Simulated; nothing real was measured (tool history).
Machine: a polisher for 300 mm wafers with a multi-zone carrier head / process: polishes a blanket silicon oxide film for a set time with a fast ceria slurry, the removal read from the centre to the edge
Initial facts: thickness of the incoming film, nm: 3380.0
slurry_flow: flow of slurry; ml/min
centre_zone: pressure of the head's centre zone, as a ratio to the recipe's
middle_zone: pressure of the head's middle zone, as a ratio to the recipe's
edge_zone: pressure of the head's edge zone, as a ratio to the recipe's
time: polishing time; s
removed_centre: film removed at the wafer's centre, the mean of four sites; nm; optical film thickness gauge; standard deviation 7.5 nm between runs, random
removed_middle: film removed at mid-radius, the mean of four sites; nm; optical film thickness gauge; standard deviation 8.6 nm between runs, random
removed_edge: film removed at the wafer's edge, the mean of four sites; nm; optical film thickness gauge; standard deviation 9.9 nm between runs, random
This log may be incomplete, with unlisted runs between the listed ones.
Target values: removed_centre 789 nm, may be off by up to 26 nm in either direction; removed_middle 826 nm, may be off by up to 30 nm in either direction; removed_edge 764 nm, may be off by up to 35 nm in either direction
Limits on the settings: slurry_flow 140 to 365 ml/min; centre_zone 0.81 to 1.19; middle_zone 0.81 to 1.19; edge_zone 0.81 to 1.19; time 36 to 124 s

| run | day | slurry_flow | centre_zone | middle_zone | edge_zone | time | removed_centre | removed_middle | removed_edge |
|---|---|---|---|---|---|---|---|---|---|
| 1 | 0 | 235 | 1 | 1 | 1 | 79 | 1211.4 | 1146.6 | 1229.7 |
| 2 | 0.196 | 235 | 1 | 1.01 | 0.98 | 76 | 1175.5 | 1148.2 | 1186.5 |
| 3 | 0.308 | 185 | 1 | 1.01 | 0.98 | 76 | 1150.8 | 1131.5 | 1154.8 |
| 4 | 0.633 | 185 | 1 | 1.01 | 0.95 | 76 | 1166.9 | 1129.2 | 1110.1 |
| 5 | 0.758 | 180 | 0.98 | 1 | 0.94 | 74 | 1111.4 | 1070.4 | 1129.4 |
| 6 | 1.092 | 180 | 0.98 | 1.01 | 0.94 | 71 | 1061.9 | 1045.4 | 1059.1 |
| 7 | 1.304 | 180 | 0.98 | 1.01 | 0.93 | 69 | 1016.7 | 1014.1 | 997.59 |
| 8 | 1.338 | 180 | 0.98 | 1.01 | 0.92 | 67 | 1008.3 | 1010.2 | 976.39 |
| 9 | 1.425 | 180 | 0.98 | 1.01 | 0.91 | 65 | 965.35 | 953.61 | 943.53 |
| 10 | 1.588 | 180 | 0.98 | 1.01 | 0.9 | 64 | 949.63 | 933.01 | 903.54 |
| 11 | 1.921 | 180 | 0.97 | 1.01 | 0.89 | 63 | 931.62 | 924.96 | 919.03 |
| 12 | 2.154 | 180 | 0.97 | 1.01 | 0.89 | 62 | 906.36 | 916.33 | 915.27 |
| 13 | 2.425 | 180 | 0.97 | 1.01 | 0.88 | 61 | 898.11 | 880.57 | 886.55 |
| 14 | 2.65 | 180 | 0.97 | 1.02 | 0.87 | 60 | 872.34 | 885.9 | 859.43 |
| 15 | 2.683 | 180 | 0.97 | 1.02 | 0.86 | 59 | 870.46 | 863.81 | 834.74 |
| 16 | 2.971 | 175 | 0.95 | 1.04 | 0.84 | 57 | 831.99 | 872.57 | 817.77 |

5 next moves are on the table. One of them brings every result within its allowed miss. Which?
| A | 3.258 | 140 | 1.1 | 1.16 | 0.87 | 56 | ? | ? | ? |
| B | 3.258 | 210 | 0.83 | 0.93 | 0.92 | 59 | ? | ? | ? |
| C | 3.258 | 180 | 1.01 | 1.11 | 0.94 | 52 | ? | ? | ? |
| D | 3.258 | 145 | 0.98 | 1.1 | 0.81 | 57 | ? | ? | ? |
| E | 3.258 | 240 | 0.9 | 1.14 | 0.84 | 54 | ? | ? | ? |

| move | removed_centre | removed_middle | removed_edge |
|---|---|---|---|
| A | 902.34 | 917.56 | 783.24 |
| B | 792.56 | 831.71 | 871.66 |
| C | 802.5 | 839.42 | 766.21 |
| D | 840.24 | 895.65 | 775.41 |
| E | 782.74 | 914.69 | 770.61 |
A: the biggest miss grows against the last run
B: the worst result of the last run now meets its target, but another is out of spec
C: in spec on every target
D: the biggest miss grows against the last run
E: the worst result of the last run now meets its target, but another is out of spec
Go with C: it meets all targets.
